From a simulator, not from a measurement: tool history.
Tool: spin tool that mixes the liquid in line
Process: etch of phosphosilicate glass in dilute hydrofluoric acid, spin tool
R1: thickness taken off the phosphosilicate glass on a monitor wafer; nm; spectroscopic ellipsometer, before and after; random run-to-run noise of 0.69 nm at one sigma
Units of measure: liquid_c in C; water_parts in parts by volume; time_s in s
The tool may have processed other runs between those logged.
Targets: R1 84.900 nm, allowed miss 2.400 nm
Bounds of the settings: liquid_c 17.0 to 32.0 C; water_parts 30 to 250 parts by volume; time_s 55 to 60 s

{"run": 1, "hour": 0.0, "liquid_c": 24.0, "water_parts": 140, "time_s": 55, "R1": 44.913}
{"run": 2, "hour": 1.1, "liquid_c": 26.0, "water_parts": 130, "time_s": 55, "R1": 52.62}
{"run": 3, "hour": 1.9, "liquid_c": 26.0, "water_parts": 170, "time_s": 55, "R1": 38.106}
{"run": 4, "hour": 3.4, "liquid_c": 26.0, "water_parts": 200, "time_s": 55, "R1": 31.667}
{"run": 5, "hour": 10.7, "liquid_c": 26.0, "water_parts": 200, "time_s": 55, "R1": 31.372}
{"run": 6, "hour": 12.8, "liquid_c": 27.5, "water_parts": 170, "time_s": 55, "R1": 40.482}
{"run": 7, "hour": 20.8, "liquid_c": 28.5, "water_parts": 145, "time_s": 55, "R1": 50.9}
{"run": 8, "hour": 26.5, "liquid_c": 29.5, "water_parts": 130, "time_s": 55, "R1": 59.812}
{"hour": 30.3, "done": "thermometer replaced"}
{"run": 9, "hour": 30.3, "liquid_c": 30.0, "water_parts": 120, "time_s": 55, "R1": 72.015}
{"run": 10, "hour": 39.2, "liquid_c": 30.5, "water_parts": 120, "time_s": 55, "R1": 73.443}
{"run": 11, "hour": 40.4, "liquid_c": 30.5, "water_parts": 120, "time_s": 55, "R1": 72.481}
{"run": 12, "hour": 42.5, "liquid_c": 31.0, "water_parts": 115, "time_s": 55, "R1": 77.081}

Pick the move, out of 5, that brings all results within their allowed miss; only one does.
{"run": "A", "hour": 44.6, "liquid_c": 30.5, "water_parts": 105, "time_s": 60, "R1": "?"}
{"run": "B", "hour": 44.6, "liquid_c": 32.0, "water_parts": 115, "time_s": 60, "R1": "?"}
{"run": "C", "hour": 44.6, "liquid_c": 32.0, "water_parts": 120, "time_s": 60, "R1": "?"}
{"run": "D", "hour": 44.6, "liquid_c": 30.5, "water_parts": 110, "time_s": 55, "R1": "?"}
{"run": "E", "hour": 44.6, "liquid_c": 28.0, "water_parts": 105, "time_s": 55, "R1": "?"}

move=A R1=92.992
move=B R1=88.440
move=C R1=84.147
move=D R1=80.795
move=E R1=77.596
A: takes the biggest miss from the last run beyond its target
B: takes the biggest miss from the last run beyond its target
C: all results in spec
D: an improvement on the last run, though not all results are within tolerance
E: an improvement on the last run, though not all results are within tolerance
So the answer is move C, the one that meets all the targets.
